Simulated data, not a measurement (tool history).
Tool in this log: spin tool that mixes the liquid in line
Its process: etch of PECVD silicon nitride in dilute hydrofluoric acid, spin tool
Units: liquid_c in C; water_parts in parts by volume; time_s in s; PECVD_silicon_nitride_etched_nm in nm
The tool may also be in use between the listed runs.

run,hour,liquid_c,water_parts,time_s,PECVD_silicon_nitride_etched_nm
1,0.0,26.0,90,55,2.6109
2,6.1,26.0,90,35,1.6555
3,13.6,27.0,80,35,1.9937
4,20.3,28.0,70,40,2.7752
5,24.8,28.0,70,55,3.8077
6,32.2,28.0,70,55,3.8435
7,34.5,29.0,70,55,4.0922
8,42.4,30.0,70,55,4.4211
9,45.0,30.5,70,55,4.4755

Run 10 has not been measured yet. What should we expect?
10,47.6,31.0,70,55,?

{"run 10": {"PECVD_silicon_nitride_etched_nm": 4.6792}}
